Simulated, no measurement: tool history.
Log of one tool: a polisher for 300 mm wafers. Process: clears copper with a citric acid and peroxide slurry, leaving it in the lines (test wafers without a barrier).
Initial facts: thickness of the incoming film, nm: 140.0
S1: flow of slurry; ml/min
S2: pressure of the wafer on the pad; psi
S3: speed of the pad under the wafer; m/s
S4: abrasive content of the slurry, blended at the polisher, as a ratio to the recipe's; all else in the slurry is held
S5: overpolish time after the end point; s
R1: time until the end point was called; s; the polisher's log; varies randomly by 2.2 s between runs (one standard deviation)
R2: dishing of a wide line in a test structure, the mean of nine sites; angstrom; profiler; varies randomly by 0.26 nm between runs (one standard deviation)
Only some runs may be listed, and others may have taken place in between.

{"run": 1, "day": 0.0, "S1": 265, "S2": 2.1, "S3": 0.9, "S4": 1, "S5": 22, "R1": 100.05, "R2": 217.2}
{"run": 2, "day": 0.179, "S1": 265, "S2": 2.1, "S3": 0.9, "S4": 0.9, "S5": 22, "R1": 101.36, "R2": 210.66}
{"run": 3, "day": 0.417, "S1": 265, "S2": 1.7, "S3": 0.9, "S4": 0.9, "S5": 22, "R1": 128.73, "R2": 175.56}
{"run": 4, "day": 0.762, "S1": 265, "S2": 1.7, "S3": 0.9, "S4": 0.9, "S5": 23, "R1": 126.31, "R2": 179.85}
{"run": 5, "day": 0.838, "S1": 265, "S2": 1.4, "S3": 0.9, "S4": 0.9, "S5": 23, "R1": 150.34, "R2": 152.07}
{"run": 6, "day": 0.95, "S1": 230, "S2": 1.4, "S3": 0.9, "S4": 0.9, "S5": 23, "R1": 159.21, "R2": 149.5}
{"run": 7, "day": 1.167, "S1": 230, "S2": 1.4, "S3": 0.9, "S4": 0.9, "S5": 23, "R1": 157.15, "R2": 149.9}
{"run": 8, "day": 1.5, "S1": 225, "S2": 1.5, "S3": 0.9, "S4": 0.9, "S5": 24, "R1": 147.58, "R2": 168.69}
{"run": 9, "day": 1.7, "S1": 220, "S2": 1.5, "S3": 0.9, "S4": 0.9, "S5": 25, "R1": 149.17, "R2": 172.46}
{"run": 10, "day": 2.058, "S1": 215, "S2": 1.5, "S3": 0.9, "S4": 0.9, "S5": 26, "R1": 147.64, "R2": 180.12}

Run 11, settings as shown, results not yet in. Your forecast:
{"run": 11, "day": 2.383, "S1": 210, "S2": 1.5, "S3": 0.9, "S4": 0.9, "S5": 27, "R1": "?", "R2": "?"}

Run 11 measured R1 147.19 s, R2 183.77 angstrom.

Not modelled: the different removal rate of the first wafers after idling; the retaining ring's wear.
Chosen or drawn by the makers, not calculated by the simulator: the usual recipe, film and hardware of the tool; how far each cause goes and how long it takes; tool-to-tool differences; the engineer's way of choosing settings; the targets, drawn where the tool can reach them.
